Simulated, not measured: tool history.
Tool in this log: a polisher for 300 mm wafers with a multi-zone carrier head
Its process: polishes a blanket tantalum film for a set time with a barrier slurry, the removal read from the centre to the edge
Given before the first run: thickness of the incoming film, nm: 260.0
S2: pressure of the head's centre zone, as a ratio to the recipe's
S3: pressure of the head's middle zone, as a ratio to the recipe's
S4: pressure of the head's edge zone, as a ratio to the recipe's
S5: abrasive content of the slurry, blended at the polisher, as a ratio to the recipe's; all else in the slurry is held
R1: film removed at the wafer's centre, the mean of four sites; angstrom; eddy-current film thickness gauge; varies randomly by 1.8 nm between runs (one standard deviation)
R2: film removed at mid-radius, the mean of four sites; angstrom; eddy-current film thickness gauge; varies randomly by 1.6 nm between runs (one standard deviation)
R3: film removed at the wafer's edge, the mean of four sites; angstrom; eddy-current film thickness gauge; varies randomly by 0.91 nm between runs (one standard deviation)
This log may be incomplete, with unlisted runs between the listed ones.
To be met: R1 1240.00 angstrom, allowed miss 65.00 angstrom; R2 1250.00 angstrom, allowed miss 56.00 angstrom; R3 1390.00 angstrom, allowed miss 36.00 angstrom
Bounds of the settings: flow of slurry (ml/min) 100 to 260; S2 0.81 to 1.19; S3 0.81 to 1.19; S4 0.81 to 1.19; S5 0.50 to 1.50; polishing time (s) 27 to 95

{"run": 1, "hour": 0.0, "flow of slurry (ml/min)": 165, "S2": 1.0, "S3": 1.0, "S4": 1.0, "S5": 1.0, "polishing time (s)": 61, "R1": 902.82, "R2": 891.64, "R3": 939.08}
{"run": 2, "hour": 3.9, "flow of slurry (ml/min)": 165, "S2": 1.0, "S3": 1.0, "S4": 1.0, "S5": 1.0, "polishing time (s)": 52, "R1": 774.87, "R2": 772.02, "R3": 787.08}
{"run": 3, "hour": 6.7, "flow of slurry (ml/min)": 135, "S2": 1.0, "S3": 1.0, "S4": 1.0, "S5": 1.0, "polishing time (s)": 52, "R1": 759.15, "R2": 728.6, "R3": 765.57}
{"run": 4, "hour": 13.9, "flow of slurry (ml/min)": 155, "S2": 1.01, "S3": 1.0, "S4": 1.05, "S5": 1.15, "polishing time (s)": 57, "R1": 870.07, "R2": 851.74, "R3": 921.93}
{"run": 5, "hour": 19.4, "flow of slurry (ml/min)": 175, "S2": 1.03, "S3": 1.01, "S4": 1.08, "S5": 1.25, "polishing time (s)": 60, "R1": 998.59, "R2": 968.81, "R3": 1033.3}
{"run": 6, "hour": 25.9, "flow of slurry (ml/min)": 185, "S2": 1.02, "S3": 1.01, "S4": 1.11, "S5": 1.35, "polishing time (s)": 62, "R1": 1069.0, "R2": 1028.4, "R3": 1096.5}
{"run": 7, "hour": 33.2, "flow of slurry (ml/min)": 175, "S2": 1.0, "S3": 1.01, "S4": 1.13, "S5": 1.4, "polishing time (s)": 66, "R1": 1078.6, "R2": 1076.0, "R3": 1192.5}
{"run": 8, "hour": 39.0, "flow of slurry (ml/min)": 225, "S2": 1.0, "S3": 1.03, "S4": 1.19, "S5": 1.5, "polishing time (s)": 70, "R1": 1237.5, "R2": 1220.1, "R3": 1342.9}

Below are 5 possible settings for the next run. Only one of them brings all results inside the allowed miss of their targets. Which is it?
{"run": "A", "hour": 44.8, "flow of slurry (ml/min)": 200, "S2": 1.02, "S3": 0.9, "S4": 1.19, "S5": 1.5, "polishing time (s)": 73, "R1": "?", "R2": "?", "R3": "?"}
{"run": "B", "hour": 44.8, "flow of slurry (ml/min)": 230, "S2": 0.98, "S3": 1.02, "S4": 1.19, "S5": 1.45, "polishing time (s)": 72, "R1": "?", "R2": "?", "R3": "?"}
{"run": "C", "hour": 44.8, "flow of slurry (ml/min)": 230, "S2": 0.97, "S3": 0.93, "S4": 1.19, "S5": 1.4, "polishing time (s)": 71, "R1": "?", "R2": "?", "R3": "?"}
{"run": "D", "hour": 44.8, "flow of slurry (ml/min)": 215, "S2": 0.99, "S3": 1.01, "S4": 1.15, "S5": 1.4, "polishing time (s)": 71, "R1": "?", "R2": "?", "R3": "?"}
{"run": "E", "hour": 44.8, "flow of slurry (ml/min)": 215, "S2": 1.01, "S3": 1.05, "S4": 1.16, "S5": 1.5, "polishing time (s)": 69, "R1": "?", "R2": "?", "R3": "?"}

move=A R1=1265.20 R2=1150.20 R3=1376.10
move=B R1=1217.10 R2=1275.80 R3=1364.90
move=C R1=1177.50 R2=1154.70 R3=1336.70
move=D R1=1190.40 R2=1226.20 R3=1302.70
move=E R1=1199.50 R2=1251.00 R3=1291.10
A: meets the target for the result that was furthest off, but another lies outside its allowed miss
B: every result within its allowed miss
C: moves away from the targets compared with the last run
D: moves away from the targets compared with the last run
E: moves away from the targets compared with the last run
B meets every target.
